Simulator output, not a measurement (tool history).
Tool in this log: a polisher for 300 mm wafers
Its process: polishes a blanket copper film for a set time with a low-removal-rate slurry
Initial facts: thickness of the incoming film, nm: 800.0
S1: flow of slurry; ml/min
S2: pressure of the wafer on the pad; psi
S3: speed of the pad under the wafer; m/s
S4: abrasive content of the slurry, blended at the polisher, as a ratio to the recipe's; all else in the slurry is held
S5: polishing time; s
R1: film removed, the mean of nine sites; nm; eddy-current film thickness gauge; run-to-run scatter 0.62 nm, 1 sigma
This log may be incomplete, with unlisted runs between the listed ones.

run 1 hour=0.0 | S1=280 S2=2.3 S3=1.24 S4=1.0 S5=51 | R1=174.330
run 2 hour=2.9 | S1=280 S2=2.3 S3=1.24 S4=1.1 S5=51 | R1=181.460
run 3 hour=7.3 | S1=280 S2=2.3 S3=1.24 S4=1.1 S5=51 | R1=179.390
run 4 hour=12.3 | S1=280 S2=2.3 S3=1.34 S4=1.1 S5=51 | R1=194.390
run 5 hour=17.0 | S1=280 S2=1.9 S3=1.14 S4=1.1 S5=51 | R1=138.160
run 6 hour=19.1 | S1=280 S2=1.9 S3=0.86 S4=1.1 S5=51 | R1=103.850
run 7 hour=25.9 | S1=280 S2=1.6 S3=0.84 S4=1.1 S5=51 | R1=88.089
run 8 hour=34.7 | S1=280 S2=1.4 S3=0.84 S4=1.1 S5=51 | R1=76.279

Run 9 comes next. What will it give?
run 9 hour=36.4 | S1=280 S2=1.3 S3=0.84 S4=1.1 S5=51 | R1=?

{"run 9": {"R1": 72.35}}
